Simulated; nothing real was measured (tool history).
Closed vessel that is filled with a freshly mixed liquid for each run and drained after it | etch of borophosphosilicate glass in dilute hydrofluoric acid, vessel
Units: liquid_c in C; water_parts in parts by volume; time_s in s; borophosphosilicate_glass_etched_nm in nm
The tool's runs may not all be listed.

run,hour,liquid_c,water_parts,time_s,borophosphosilicate_glass_etched_nm
1,0,22,220,30,5.5662
2,8.2,23.5,220,30,5.8805
3,13.2,23.5,295,30,4.0581
4,16.6,23.5,295,30,4.0164
5,18.2,23.5,295,30,4.0409
6,22.5,20,295,30,3.6081
7,25,21.5,265,30,4.3555
8,33.6,21.5,265,30,4.2995

Run 9 comes next. What will it give?
9,40.2,25.5,175,30,?

Run 9 gave borophosphosilicate_glass_etched_nm 8.3335 nm.
